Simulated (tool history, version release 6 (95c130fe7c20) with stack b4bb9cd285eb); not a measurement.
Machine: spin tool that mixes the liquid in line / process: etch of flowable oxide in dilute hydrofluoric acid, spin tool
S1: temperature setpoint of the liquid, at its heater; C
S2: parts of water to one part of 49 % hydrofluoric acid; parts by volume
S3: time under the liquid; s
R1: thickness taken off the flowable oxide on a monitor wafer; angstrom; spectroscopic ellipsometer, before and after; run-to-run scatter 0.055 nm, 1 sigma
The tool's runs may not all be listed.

run	day	S1	S2	S3	R1
1	0.000	25.0	240	85	89.884
2	0.329	22.5	250	85	78.905
3	0.683	22.5	220	85	91.449
4	1.017	21.0	240	85	78.209
5	1.342	20.0	250	85	69.620
6	1.488	19.0	255	85	65.400
7	1.842	18.5	260	85	64.825
8	2.096	18.5	260	85	63.012

Run 9 comes next. What will it give?
9	2.446	18.0	260	85	?

R1: 62.804 angstrom
